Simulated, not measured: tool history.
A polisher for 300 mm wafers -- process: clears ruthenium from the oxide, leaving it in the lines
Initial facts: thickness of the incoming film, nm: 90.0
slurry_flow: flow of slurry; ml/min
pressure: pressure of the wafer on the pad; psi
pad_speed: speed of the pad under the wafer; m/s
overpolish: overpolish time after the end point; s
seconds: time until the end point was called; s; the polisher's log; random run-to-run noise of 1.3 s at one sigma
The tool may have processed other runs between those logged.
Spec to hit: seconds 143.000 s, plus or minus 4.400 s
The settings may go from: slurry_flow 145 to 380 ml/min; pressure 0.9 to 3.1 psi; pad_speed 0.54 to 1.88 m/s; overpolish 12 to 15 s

run	hour	slurry_flow	pressure	pad_speed	overpolish	seconds
1	0.0	245	2.0	1.20	15	80.993
2	5.6	245	2.0	1.20	15	81.094
3	9.5	245	1.7	1.20	15	94.777
4	14.4	245	1.7	0.98	15	114.370
5	23.2	245	1.7	0.98	12	114.430
6	26.0	245	1.7	1.22	12	93.855
7	31.1	245	1.5	1.22	12	103.170
8	33.1	235	0.9	1.18	12	172.870
9	34.5	255	0.9	1.18	12	166.640
10	38.7	270	0.9	1.18	12	166.830
11	42.0	275	1.0	1.18	12	152.060
12	47.3	285	1.0	1.18	12	151.290

4 next moves are on the table. One of them brings every result within its allowed miss. Which?
A	52.6	280	1.3	0.90	12	?
B	52.6	285	1.1	1.28	12	?
C	52.6	370	1.0	1.10	15	?
D	52.6	255	1.4	0.94	12	?

move	seconds
A	154.010
B	127.160
C	157.230
D	139.150
A: its largest miss is bigger than the last run's
B: takes the biggest miss from the last run beyond its target
C: its largest miss is bigger than the last run's
D: every result within its allowed miss
Move D is the one to make.

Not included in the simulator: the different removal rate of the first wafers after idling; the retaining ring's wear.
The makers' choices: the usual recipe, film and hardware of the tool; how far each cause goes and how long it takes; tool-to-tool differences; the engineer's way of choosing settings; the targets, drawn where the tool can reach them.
